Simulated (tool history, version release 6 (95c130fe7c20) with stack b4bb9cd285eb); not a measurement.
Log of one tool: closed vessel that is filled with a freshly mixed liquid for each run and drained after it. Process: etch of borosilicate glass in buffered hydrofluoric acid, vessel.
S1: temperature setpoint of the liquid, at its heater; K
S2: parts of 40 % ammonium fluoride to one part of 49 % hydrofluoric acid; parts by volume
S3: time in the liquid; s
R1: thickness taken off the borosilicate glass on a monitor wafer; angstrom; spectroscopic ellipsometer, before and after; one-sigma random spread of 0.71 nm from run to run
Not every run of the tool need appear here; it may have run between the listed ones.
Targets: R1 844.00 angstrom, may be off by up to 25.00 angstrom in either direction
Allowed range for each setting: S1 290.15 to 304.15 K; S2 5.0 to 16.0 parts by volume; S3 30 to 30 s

run,hour,S1,S2,S3,R1
1,0.0,296.15,9.5,30,328.86
2,4.9,297.65,8.5,30,390.70
3,10.2,297.65,8.5,30,388.35
4,19.0,297.65,7.5,30,452.76
5,26.2,297.65,7.5,30,443.58
6,30.2,299.15,7.0,30,524.82
7,38.9,299.15,7.0,30,524.30
8,48.2,300.15,6.5,30,589.27
9,57.1,301.15,6.5,30,624.58
10,63.8,301.65,6.5,30,647.01
# hour 72.2: thermometer replaced
11,72.2,302.15,6.5,30,708.19
12,76.6,302.65,6.5,30,726.23
13,83.6,303.15,6.5,30,749.89
14,90.4,303.65,6.5,30,771.06

Exactly one of the 4 candidate moves below puts every result within its allowed miss. Which one?
A,97.2,304.15,6.0,30,?
B,97.2,304.15,5.5,30,?
C,97.2,302.65,7.0,30,?
D,97.2,303.15,6.0,30,?

move,R1
A,845.11
B,912.30
C,682.12
D,803.02
A: every result within its allowed miss
B: takes the result that was furthest off past its target
C: misses by more than the last run did
D: closes in on the targets versus the last run, not all within tolerance yet
Go with A: it meets all targets.

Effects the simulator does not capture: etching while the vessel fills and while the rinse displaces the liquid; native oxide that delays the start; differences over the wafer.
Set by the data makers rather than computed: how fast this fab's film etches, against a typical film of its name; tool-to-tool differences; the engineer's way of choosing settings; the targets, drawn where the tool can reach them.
